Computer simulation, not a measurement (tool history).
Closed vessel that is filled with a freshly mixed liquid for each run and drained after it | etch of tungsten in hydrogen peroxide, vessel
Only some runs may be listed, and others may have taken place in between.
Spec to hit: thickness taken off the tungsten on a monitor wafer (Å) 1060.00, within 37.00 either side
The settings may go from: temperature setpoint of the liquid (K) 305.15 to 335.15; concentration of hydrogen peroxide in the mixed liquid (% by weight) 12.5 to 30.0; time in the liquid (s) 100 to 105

run,hour,temperature setpoint of the liquid (K),concentration of hydrogen peroxide in the mixed liquid (% by weight),time in the liquid (s),thickness taken off the tungsten on a monitor wafer (Å)
1,0.0,319.15,24.5,100,747.61
2,7.2,319.15,24.5,100,767.39
3,9.2,320.15,24.5,100,815.14
4,17.0,314.15,24.5,100,539.73
# hour 19.2: new drum of peroxide connected
5,19.2,317.15,24.5,100,689.54
6,27.0,318.65,24.5,100,746.61
7,32.2,319.65,24.5,100,781.00
8,39.8,320.65,24.5,100,838.14

Which of these 4 next moves meets every target?
A,47.4,316.65,25.0,105,?
B,47.4,314.65,22.0,105,?
C,47.4,323.65,24.0,105,?
D,47.4,324.15,30.0,105,?

move,thickness taken off the tungsten on a monitor wafer (Å)
A,701.92
B,579.28
C,1063.50
D,1225.80
A: moves away from the targets compared with the last run
B: moves away from the targets compared with the last run
C: all results in spec
D: carries the result that was furthest off beyond its target, to the other side
Answer: C
